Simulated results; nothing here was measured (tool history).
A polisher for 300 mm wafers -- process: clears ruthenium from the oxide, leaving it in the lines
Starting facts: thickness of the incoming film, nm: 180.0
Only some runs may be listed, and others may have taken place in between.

run    day  flow of slurry (ml/min)  pressure of the wafer on the pad (psi)  speed of the pad under the wafer (m/s)  overpolish time after the end point (s)  time until the end point was called (s)
  1      0                      315                                     2.4                                    1.04                                       14                                   120.98
  2  0.346                      315                                     2.4                                    1.04                                       14                                   128.54
  3  0.608                      315                                     2.2                                    1.04                                       14                                   134.04
  4  0.779                      315                                       2                                    1.02                                       14                                   152.82
  5  0.929                      345                                       2                                    1.02                                       14                                   148.06
  6  1.179                      345                                     2.5                                    1.02                                       14                                   118.71
  7  1.275                      345                                     2.3                                       1                                       14                                    127.4
  8  1.312                      330                                     2.2                                    0.98                                       14                                      139

The next listed run, before its measurement:
  9  1.454                      325                                     2.1                                    0.96                                       14                                        ?

time until the end point was called (s): 152.26

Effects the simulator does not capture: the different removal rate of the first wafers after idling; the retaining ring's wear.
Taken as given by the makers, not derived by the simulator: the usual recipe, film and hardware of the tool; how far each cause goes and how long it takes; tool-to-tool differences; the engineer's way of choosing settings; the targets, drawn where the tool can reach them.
